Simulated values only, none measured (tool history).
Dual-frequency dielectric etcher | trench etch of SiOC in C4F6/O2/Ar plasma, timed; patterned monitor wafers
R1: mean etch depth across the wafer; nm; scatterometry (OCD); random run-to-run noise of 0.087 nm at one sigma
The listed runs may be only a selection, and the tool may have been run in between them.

Run 1, hour 0.0: source power (W) 490, bias power (W) 169, etch time (s) 9.0. Result: R1 20.141 nm.
Run 2, hour 8.8: source power (W) 530, bias power (W) 169, etch time (s) 9.0. Result: R1 20.875 nm.
Run 3, hour 16.1: source power (W) 530, bias power (W) 169, etch time (s) 9.0. Result: R1 20.798 nm.
Run 4, hour 25.0: source power (W) 530, bias power (W) 169, etch time (s) 9.0. Result: R1 20.745 nm.
Run 5, hour 33.6: source power (W) 530, bias power (W) 193, etch time (s) 9.0. Result: R1 21.491 nm.
Run 6, hour 37.4: source power (W) 600, bias power (W) 193, etch time (s) 9.0. Result: R1 22.757 nm.
Run 7, hour 40.9: source power (W) 540, bias power (W) 181, etch time (s) 9.0. Result: R1 21.373 nm.

Run 8 is up next; what results do you expect?
Run 8, hour 49.7: source power (W) 500, bias power (W) 172, etch time (s) 9.0. Result: R1 ?.

R1: 20.368 nm
